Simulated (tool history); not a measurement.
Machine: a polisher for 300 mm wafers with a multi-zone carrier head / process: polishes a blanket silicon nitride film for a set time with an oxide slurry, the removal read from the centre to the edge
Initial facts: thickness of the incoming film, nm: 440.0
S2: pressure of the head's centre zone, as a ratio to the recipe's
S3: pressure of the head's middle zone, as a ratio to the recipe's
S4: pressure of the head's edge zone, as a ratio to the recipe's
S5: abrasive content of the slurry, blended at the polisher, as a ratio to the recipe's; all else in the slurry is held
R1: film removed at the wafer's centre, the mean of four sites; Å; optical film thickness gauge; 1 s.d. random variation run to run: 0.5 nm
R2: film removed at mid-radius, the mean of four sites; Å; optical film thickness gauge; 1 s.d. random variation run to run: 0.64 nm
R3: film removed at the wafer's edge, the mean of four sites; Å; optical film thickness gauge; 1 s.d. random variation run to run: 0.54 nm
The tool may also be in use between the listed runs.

run 1 hour=0 | flow_of_slurry_(ml/min)=200 S2=1 S3=1 S4=1 S5=1 polishing_time_(s)=76 | R1=621.5 R2=634.93 R3=611.09
run 2 hour=6.5 | flow_of_slurry_(ml/min)=200 S2=1 S3=1 S4=1 S5=1.2 polishing_time_(s)=76 | R1=680.87 R2=684.85 R3=671.38
run 3 hour=13.2 | flow_of_slurry_(ml/min)=200 S2=1 S3=0.94 S4=1 S5=1.2 polishing_time_(s)=76 | R1=671.42 R2=645.88 R3=662.4
run 4 hour=16.2 | flow_of_slurry_(ml/min)=200 S2=1.01 S3=0.93 S4=0.98 S5=1.15 polishing_time_(s)=76 | R1=669.86 R2=636.08 R3=653.37
run 5 hour=18.5 | flow_of_slurry_(ml/min)=200 S2=1.02 S3=0.93 S4=0.97 S5=1.1 polishing_time_(s)=76 | R1=651.77 R2=608.62 R3=635.63
run 6 hour=24.9 | flow_of_slurry_(ml/min)=155 S2=1.02 S3=0.93 S4=0.97 S5=1.1 polishing_time_(s)=76 | R1=629.27 R2=587.04 R3=630.57

Estimate the outcome of run 7 from the log above:
run 7 hour=33.7 | flow_of_slurry_(ml/min)=155 S2=1.02 S3=0.93 S4=0.97 S5=1.1 polishing_time_(s)=76 | R1=? R2=? R3=?

R1: 621.88 Å
R2: 595.47 Å
R3: 612.32 Å
